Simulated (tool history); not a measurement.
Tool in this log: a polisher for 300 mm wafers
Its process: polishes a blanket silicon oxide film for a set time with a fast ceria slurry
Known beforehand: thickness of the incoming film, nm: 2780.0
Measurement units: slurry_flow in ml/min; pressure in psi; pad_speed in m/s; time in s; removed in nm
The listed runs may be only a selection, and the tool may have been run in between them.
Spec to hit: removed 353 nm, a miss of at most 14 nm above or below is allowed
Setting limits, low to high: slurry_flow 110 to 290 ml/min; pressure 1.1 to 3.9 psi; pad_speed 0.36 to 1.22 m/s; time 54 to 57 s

run	hour	slurry_flow	pressure	pad_speed	time	removed
1	0	185	2.5	0.78	54	561.16
2	6.4	185	2.5	0.94	54	646.54
3	7.6	185	2.5	0.94	54	649.76
4	16.2	225	2.5	0.94	54	660.89
5	24.7	225	2.3	0.92	54	591.01
6	30.7	225	2.3	1.02	54	650.9
7	37.7	225	2.1	1	54	584.96
8	39.4	225	1.9	0.98	54	512.59
9	41.6	215	1.2	0.96	54	324.81
10	44.9	215	1.2	0.96	54	329.56

Consider the 4 candidate settings below. Which is the only one whose results all fall within their allowed miss of target?
A	48.2	235	1.3	0.88	57	?
B	48.2	200	1.2	0.92	54	?
C	48.2	290	1.1	0.86	54	?
D	48.2	290	1.3	0.74	56	?

move	removed
A	354.74
B	314.9
C	289.11
D	316.62
A: all results land within tolerance of their targets
B: the biggest miss grows against the last run
C: the biggest miss grows against the last run
D: the biggest miss grows against the last run
Move A is the one to make.

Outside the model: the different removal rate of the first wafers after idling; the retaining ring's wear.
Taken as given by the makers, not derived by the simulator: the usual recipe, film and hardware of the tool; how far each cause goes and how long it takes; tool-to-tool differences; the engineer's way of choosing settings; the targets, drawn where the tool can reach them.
